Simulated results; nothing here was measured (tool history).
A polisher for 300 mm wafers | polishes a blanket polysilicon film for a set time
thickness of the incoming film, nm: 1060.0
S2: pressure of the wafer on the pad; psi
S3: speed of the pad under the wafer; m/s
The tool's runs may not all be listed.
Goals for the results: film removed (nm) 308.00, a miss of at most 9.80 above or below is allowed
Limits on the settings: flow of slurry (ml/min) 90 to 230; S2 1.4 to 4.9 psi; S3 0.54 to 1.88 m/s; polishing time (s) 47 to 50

run 1 hour=0.0 | flow_of_slurry_(ml/min)=150 S2=3.1 S3=1.20 polishing_time_(s)=47 | film_removed_(nm)=442.69
run 2 hour=4.1 | flow_of_slurry_(ml/min)=150 S2=2.9 S3=1.20 polishing_time_(s)=47 | film_removed_(nm)=422.62
run 3 hour=7.8 | flow_of_slurry_(ml/min)=150 S2=2.8 S3=1.20 polishing_time_(s)=47 | film_removed_(nm)=400.85
run 4 hour=14.1 | flow_of_slurry_(ml/min)=150 S2=2.7 S3=1.20 polishing_time_(s)=47 | film_removed_(nm)=384.76
run 5 hour=18.6 | flow_of_slurry_(ml/min)=150 S2=2.7 S3=1.20 polishing_time_(s)=50 | film_removed_(nm)=409.45
run 6 hour=20.2 | flow_of_slurry_(ml/min)=150 S2=2.6 S3=1.20 polishing_time_(s)=50 | film_removed_(nm)=399.96
run 7 hour=25.0 | flow_of_slurry_(ml/min)=150 S2=2.5 S3=1.20 polishing_time_(s)=50 | film_removed_(nm)=387.31
run 8 hour=27.8 | flow_of_slurry_(ml/min)=150 S2=2.4 S3=1.20 polishing_time_(s)=50 | film_removed_(nm)=366.47
run 9 hour=28.4 | flow_of_slurry_(ml/min)=150 S2=2.3 S3=1.20 polishing_time_(s)=50 | film_removed_(nm)=358.53
run 10 hour=34.5 | flow_of_slurry_(ml/min)=130 S2=1.8 S3=1.20 polishing_time_(s)=50 | film_removed_(nm)=273.81
run 11 hour=37.3 | flow_of_slurry_(ml/min)=135 S2=1.8 S3=1.20 polishing_time_(s)=50 | film_removed_(nm)=279.61
run 12 hour=43.3 | flow_of_slurry_(ml/min)=140 S2=1.8 S3=1.20 polishing_time_(s)=50 | film_removed_(nm)=278.48
run 13 hour=45.1 | flow_of_slurry_(ml/min)=150 S2=2.1 S3=1.20 polishing_time_(s)=50 | film_removed_(nm)=328.63

Which of these 4 next moves meets every target?
run A hour=46.9 | flow_of_slurry_(ml/min)=130 S2=2.0 S3=1.40 polishing_time_(s)=49 | film_removed_(nm)=?
run B hour=46.9 | flow_of_slurry_(ml/min)=145 S2=1.9 S3=1.26 polishing_time_(s)=50 | film_removed_(nm)=?
run C hour=46.9 | flow_of_slurry_(ml/min)=165 S2=2.4 S3=1.18 polishing_time_(s)=48 | film_removed_(nm)=?
run D hour=46.9 | flow_of_slurry_(ml/min)=150 S2=2.1 S3=1.30 polishing_time_(s)=50 | film_removed_(nm)=?

move=A film_removed_(nm)=341.10
move=B film_removed_(nm)=309.41
move=C film_removed_(nm)=359.18
move=D film_removed_(nm)=351.20
A: misses by more than the last run did
B: all results land within tolerance of their targets
C: misses by more than the last run did
D: misses by more than the last run did
The move that meets every target is B.
